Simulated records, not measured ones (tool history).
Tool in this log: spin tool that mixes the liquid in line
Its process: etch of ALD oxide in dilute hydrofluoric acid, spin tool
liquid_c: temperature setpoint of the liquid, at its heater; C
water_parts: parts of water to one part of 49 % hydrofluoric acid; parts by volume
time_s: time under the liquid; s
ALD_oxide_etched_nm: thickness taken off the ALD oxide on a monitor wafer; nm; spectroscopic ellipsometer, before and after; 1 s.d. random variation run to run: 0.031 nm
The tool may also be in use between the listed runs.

run 1 hour=0 | liquid_c=22 water_parts=285 time_s=100 | ALD_oxide_etched_nm=6.0957
run 2 hour=3.2 | liquid_c=23 water_parts=280 time_s=100 | ALD_oxide_etched_nm=6.4839
run 3 hour=10.5 | liquid_c=23 water_parts=280 time_s=80 | ALD_oxide_etched_nm=5.1595
run 4 hour=18.6 | liquid_c=25 water_parts=280 time_s=80 | ALD_oxide_etched_nm=5.5504
run 5 hour=23.2 | liquid_c=25 water_parts=345 time_s=80 | ALD_oxide_etched_nm=4.2441
run 6 hour=32.1 | liquid_c=25 water_parts=270 time_s=80 | ALD_oxide_etched_nm=5.8181
run 7 hour=41.1 | liquid_c=25.5 water_parts=260 time_s=80 | ALD_oxide_etched_nm=6.2364

For run 8, what comes out?
run 8 hour=45.5 | liquid_c=26 water_parts=255 time_s=80 | ALD_oxide_etched_nm=?

For run 8 the tool returned ALD_oxide_etched_nm 6.4892 nm.
